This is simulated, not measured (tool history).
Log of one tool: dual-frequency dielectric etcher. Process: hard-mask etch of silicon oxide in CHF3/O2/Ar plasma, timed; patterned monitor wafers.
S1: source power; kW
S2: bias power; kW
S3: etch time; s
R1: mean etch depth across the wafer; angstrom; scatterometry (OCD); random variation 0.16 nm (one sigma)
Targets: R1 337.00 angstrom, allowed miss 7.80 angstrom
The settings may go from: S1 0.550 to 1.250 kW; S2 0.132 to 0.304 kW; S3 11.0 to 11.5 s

| run | day | S1 | S2 | S3 | R1 |
|---|---|---|---|---|---|
| 1 | 0.000 | 0.900 | 0.218 | 11.5 | 303.07 |
| 2 | 0.042 | 0.930 | 0.220 | 11.5 | 308.99 |
| 3 | 0.117 | 0.950 | 0.221 | 11.5 | 309.44 |
| 4 | 0.158 | 0.970 | 0.223 | 11.5 | 313.21 |
| 5 | 0.533 | 0.990 | 0.225 | 11.5 | 313.38 |
| 6 | 0.833 | 1.010 | 0.229 | 11.5 | 320.95 |
| 7 | 1.012 | 1.020 | 0.230 | 11.5 | 321.61 |
| 8 | 1.312 | 1.020 | 0.230 | 11.5 | 321.30 |
| 9 | 1.367 | 1.030 | 0.231 | 11.5 | 325.89 |
| 10 | 1.621 | 1.040 | 0.232 | 11.5 | 325.99 |

Which of these 4 next moves meets every target?
| A | 1.875 | 1.040 | 0.231 | 11.0 | ? |
| B | 1.875 | 1.070 | 0.218 | 11.5 | ? |
| C | 1.875 | 1.230 | 0.219 | 11.5 | ? |
| D | 1.875 | 1.110 | 0.214 | 11.5 | ? |

| move | R1 |
|---|---|
| A | 311.22 |
| B | 319.12 |
| C | 335.11 |
| D | 320.07 |
A: further off than the last run
B: further off than the last run
C: meets every target
D: further off than the last run
Answer: C

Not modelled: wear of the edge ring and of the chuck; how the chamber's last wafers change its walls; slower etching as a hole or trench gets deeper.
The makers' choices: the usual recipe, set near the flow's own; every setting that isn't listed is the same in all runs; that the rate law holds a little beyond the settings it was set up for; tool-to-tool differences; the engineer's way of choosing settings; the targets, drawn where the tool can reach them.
